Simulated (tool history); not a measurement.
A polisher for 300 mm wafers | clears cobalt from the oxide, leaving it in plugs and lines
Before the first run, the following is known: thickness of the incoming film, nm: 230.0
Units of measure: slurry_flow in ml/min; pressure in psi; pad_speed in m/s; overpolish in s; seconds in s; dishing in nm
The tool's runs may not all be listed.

{"run": 1, "day": 0.0, "slurry_flow": 295, "pressure": 1.2, "pad_speed": 1.22, "overpolish": 13, "seconds": 52.884, "dishing": 34.402}
{"run": 2, "day": 0.125, "slurry_flow": 295, "pressure": 1.2, "pad_speed": 1.22, "overpolish": 16, "seconds": 52.912, "dishing": 38.141}
{"run": 3, "day": 0.383, "slurry_flow": 295, "pressure": 1.1, "pad_speed": 1.22, "overpolish": 14, "seconds": 56.668, "dishing": 33.679}
{"run": 4, "day": 0.742, "slurry_flow": 295, "pressure": 1.1, "pad_speed": 1.02, "overpolish": 14, "seconds": 68.368, "dishing": 30.899}
{"run": 5, "day": 0.842, "slurry_flow": 295, "pressure": 1.1, "pad_speed": 0.72, "overpolish": 14, "seconds": 96.961, "dishing": 24.666}
{"run": 6, "day": 1.021, "slurry_flow": 295, "pressure": 1.1, "pad_speed": 0.72, "overpolish": 9, "seconds": 95.123, "dishing": 17.429}
{"run": 7, "day": 1.371, "slurry_flow": 295, "pressure": 1.2, "pad_speed": 0.72, "overpolish": 8, "seconds": 88.683, "dishing": 16.831}
{"run": 8, "day": 1.617, "slurry_flow": 300, "pressure": 1.4, "pad_speed": 0.72, "overpolish": 7, "seconds": 76.81, "dishing": 17.419}

What will run 9 give?
{"run": 9, "day": 1.892, "slurry_flow": 300, "pressure": 1.4, "pad_speed": 0.72, "overpolish": 6, "seconds": "?", "dishing": "?"}

Run 9 yielded seconds 76.541 s, dishing 14.824 nm.
